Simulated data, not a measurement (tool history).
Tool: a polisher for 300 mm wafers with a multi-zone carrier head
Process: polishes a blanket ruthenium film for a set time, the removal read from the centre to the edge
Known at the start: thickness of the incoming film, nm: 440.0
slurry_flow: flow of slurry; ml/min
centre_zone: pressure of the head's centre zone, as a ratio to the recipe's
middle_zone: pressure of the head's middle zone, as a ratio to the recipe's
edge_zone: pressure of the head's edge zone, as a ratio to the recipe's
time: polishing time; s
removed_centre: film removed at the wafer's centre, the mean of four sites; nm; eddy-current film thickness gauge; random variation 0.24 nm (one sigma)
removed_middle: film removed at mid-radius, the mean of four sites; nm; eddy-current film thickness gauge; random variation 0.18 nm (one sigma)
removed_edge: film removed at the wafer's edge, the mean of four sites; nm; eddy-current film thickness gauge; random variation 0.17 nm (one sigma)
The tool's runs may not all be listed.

run	day	slurry_flow	centre_zone	middle_zone	edge_zone	time	removed_centre	removed_middle	removed_edge
1	0.000	290	1.00	1.00	1.00	42	37.302	36.285	37.130
2	0.329	330	1.00	1.00	1.00	42	37.949	36.645	37.223
3	0.429	310	0.98	0.95	0.97	36	32.112	29.913	30.877
4	0.738	355	0.98	0.95	0.97	36	32.442	30.564	31.325
5	1.008	355	0.98	0.95	0.97	41	36.556	34.636	36.277
6	1.129	355	0.98	0.95	0.97	51	45.425	43.424	44.746
7	1.412	335	0.96	0.91	0.96	43	37.553	35.214	37.615
8	1.738	295	0.94	0.88	0.94	37	31.082	29.439	31.037
9	1.850	295	0.94	0.88	0.94	37	31.441	29.784	31.659

The next listed run, before its measurement:
10	2.017	265	0.94	0.86	0.94	32	?	?	?

{"run 10": {"removed_centre": 26.846, "removed_middle": 24.72, "removed_edge": 27.395}}

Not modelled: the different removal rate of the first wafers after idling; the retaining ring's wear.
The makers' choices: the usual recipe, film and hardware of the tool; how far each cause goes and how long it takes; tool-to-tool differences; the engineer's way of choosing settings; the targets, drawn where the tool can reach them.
